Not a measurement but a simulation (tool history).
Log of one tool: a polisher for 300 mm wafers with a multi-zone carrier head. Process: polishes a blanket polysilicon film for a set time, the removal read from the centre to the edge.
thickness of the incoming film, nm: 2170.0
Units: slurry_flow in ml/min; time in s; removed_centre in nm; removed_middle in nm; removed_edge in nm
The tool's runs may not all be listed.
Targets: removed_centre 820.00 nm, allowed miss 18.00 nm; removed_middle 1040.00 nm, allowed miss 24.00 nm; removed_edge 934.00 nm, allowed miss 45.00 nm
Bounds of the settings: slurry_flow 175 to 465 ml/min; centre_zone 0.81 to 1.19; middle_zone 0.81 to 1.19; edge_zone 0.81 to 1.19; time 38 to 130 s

run	hour	slurry_flow	centre_zone	middle_zone	edge_zone	time	removed_centre	removed_middle	removed_edge
1	0.0	295	1.00	1.00	1.00	84	778.48	774.00	733.81
2	6.9	330	1.00	1.00	1.00	84	784.06	787.65	726.48
3	10.5	315	0.98	1.04	1.04	87	794.39	832.50	776.99
4	17.6	315	0.98	0.96	1.04	87	789.13	786.08	756.18
5	23.8	320	0.96	1.01	1.06	89	799.10	833.82	794.55
6	31.8	255	0.96	1.01	1.06	89	772.94	818.30	800.17
7	37.5	265	0.95	1.05	1.07	91	783.32	867.68	803.28
8	41.7	255	0.94	1.07	1.10	93	789.95	892.50	832.08
9	42.3	255	0.93	1.09	1.12	95	798.35	926.45	852.21
10	49.1	250	0.92	1.10	1.13	97	807.37	961.67	876.36
11	55.4	250	0.91	1.11	1.14	98	805.15	968.20	881.19
12	60.6	245	0.91	1.12	1.15	99	809.02	985.33	893.22
13	61.8	245	0.91	1.13	1.16	100	824.15	1006.70	923.68
14	64.3	245	0.91	1.14	1.16	100	822.79	1016.60	903.24
15	73.3	245	0.91	1.14	1.17	100	807.19	1017.90	940.19
16	79.8	250	0.91	1.14	1.17	100	820.43	1009.90	928.63

5 next moves are on the table. One of them brings every result within its allowed miss. Which?
A	86.3	240	0.88	1.02	1.19	104	?	?	?
B	86.3	250	0.93	1.09	1.08	98	?	?	?
C	86.3	205	0.94	1.09	1.14	103	?	?	?
D	86.3	240	0.92	1.07	1.19	101	?	?	?
E	86.3	355	0.87	1.11	1.12	101	?	?	?

move	removed_centre	removed_middle	removed_edge
A	816.95	952.30	940.71
B	819.40	954.69	847.87
C	841.99	973.76	894.64
D	830.05	963.01	912.96
E	823.74	1038.50	915.51
A: further off than the last run
B: further off than the last run
C: further off than the last run
D: further off than the last run
E: meets every target
Move E is the one to make.
